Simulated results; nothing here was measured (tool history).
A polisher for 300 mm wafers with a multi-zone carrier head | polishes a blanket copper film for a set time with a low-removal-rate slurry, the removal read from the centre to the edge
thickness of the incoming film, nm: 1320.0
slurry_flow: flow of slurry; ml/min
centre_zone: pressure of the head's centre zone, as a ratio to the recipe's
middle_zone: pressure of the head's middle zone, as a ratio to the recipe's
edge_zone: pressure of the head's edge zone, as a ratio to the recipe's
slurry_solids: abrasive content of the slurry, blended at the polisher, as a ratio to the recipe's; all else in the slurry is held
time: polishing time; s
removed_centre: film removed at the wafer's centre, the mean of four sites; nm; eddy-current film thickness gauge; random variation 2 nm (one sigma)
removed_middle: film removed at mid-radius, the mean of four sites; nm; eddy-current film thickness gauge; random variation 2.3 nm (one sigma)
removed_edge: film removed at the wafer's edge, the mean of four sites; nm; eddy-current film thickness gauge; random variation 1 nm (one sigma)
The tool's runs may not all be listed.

run 1 day=0.000 | slurry_flow=245 centre_zone=1.00 middle_zone=1.00 edge_zone=1.00 slurry_solids=1.00 time=69 | removed_centre=170.14 removed_middle=186.03 removed_edge=184.93
run 2 day=0.104 | slurry_flow=245 centre_zone=0.94 middle_zone=1.00 edge_zone=1.00 slurry_solids=1.00 time=69 | removed_centre=159.36 removed_middle=186.11 removed_edge=183.60
run 3 day=0.458 | slurry_flow=245 centre_zone=0.94 middle_zone=1.00 edge_zone=0.93 slurry_solids=1.00 time=69 | removed_centre=155.98 removed_middle=181.62 removed_edge=175.60
run 4 day=0.562 | slurry_flow=245 centre_zone=0.89 middle_zone=1.00 edge_zone=0.93 slurry_solids=1.00 time=69 | removed_centre=151.55 removed_middle=184.10 removed_edge=178.48
run 5 day=0.829 | slurry_flow=240 centre_zone=0.94 middle_zone=0.98 edge_zone=0.91 slurry_solids=1.00 time=69 | removed_centre=156.07 removed_middle=185.89 removed_edge=174.02
run 6 day=1.183 | slurry_flow=285 centre_zone=0.94 middle_zone=0.98 edge_zone=0.91 slurry_solids=1.00 time=69 | removed_centre=160.62 removed_middle=186.73 removed_edge=180.62
run 7 day=1.454 | slurry_flow=270 centre_zone=0.98 middle_zone=0.94 edge_zone=0.90 slurry_solids=0.95 time=69 | removed_centre=166.66 removed_middle=171.09 removed_edge=174.62

Run 8 comes next. What will it give?
run 8 day=1.633 | slurry_flow=260 centre_zone=1.00 middle_zone=0.94 edge_zone=0.89 slurry_solids=0.95 time=69 | removed_centre=? removed_middle=? removed_edge=?

removed_centre: 168.50 nm
removed_middle: 176.01 nm
removed_edge: 171.38 nm

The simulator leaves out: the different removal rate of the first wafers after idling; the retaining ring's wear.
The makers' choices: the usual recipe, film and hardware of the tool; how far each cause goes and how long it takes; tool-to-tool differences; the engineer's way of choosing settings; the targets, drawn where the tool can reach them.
